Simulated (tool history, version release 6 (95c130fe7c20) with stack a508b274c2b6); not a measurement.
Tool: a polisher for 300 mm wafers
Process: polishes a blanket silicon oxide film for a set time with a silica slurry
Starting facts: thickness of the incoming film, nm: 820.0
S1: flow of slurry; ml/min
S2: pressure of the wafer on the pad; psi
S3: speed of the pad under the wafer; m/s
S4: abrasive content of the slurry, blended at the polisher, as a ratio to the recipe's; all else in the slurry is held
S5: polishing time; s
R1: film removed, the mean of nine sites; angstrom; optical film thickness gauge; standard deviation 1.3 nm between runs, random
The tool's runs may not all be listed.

Run 1, day 0: S1 200 ml/min, S2 2.7 psi, S3 1.38 m/s, S4 1, S5 79 s. Result: R1 2152.7 angstrom.
Run 2, day 0.2: S1 200 ml/min, S2 2.7 psi, S3 1.38 m/s, S4 1, S5 83 s. Result: R1 2272.3 angstrom.
Run 3, day 0.221: S1 200 ml/min, S2 2.4 psi, S3 1.38 m/s, S4 1, S5 83 s. Result: R1 2033.6 angstrom.
Run 4, day 0.342: S1 200 ml/min, S2 2.7 psi, S3 1.38 m/s, S4 1, S5 83 s. Result: R1 2274.9 angstrom.
Run 5, day 0.392: S1 200 ml/min, S2 2.7 psi, S3 1.38 m/s, S4 1, S5 83 s. Result: R1 2217.9 angstrom.
Run 6, day 0.446: S1 200 ml/min, S2 2.7 psi, S3 1.58 m/s, S4 1, S5 83 s. Result: R1 2513.6 angstrom.

Run 7 is up next; what results do you expect?
Run 7, day 0.592: S1 200 ml/min, S2 2.4 psi, S3 1.36 m/s, S4 0.95, S5 83 s. Result: R1 ?.

For run 7 the tool returned R1 1938.3 angstrom.

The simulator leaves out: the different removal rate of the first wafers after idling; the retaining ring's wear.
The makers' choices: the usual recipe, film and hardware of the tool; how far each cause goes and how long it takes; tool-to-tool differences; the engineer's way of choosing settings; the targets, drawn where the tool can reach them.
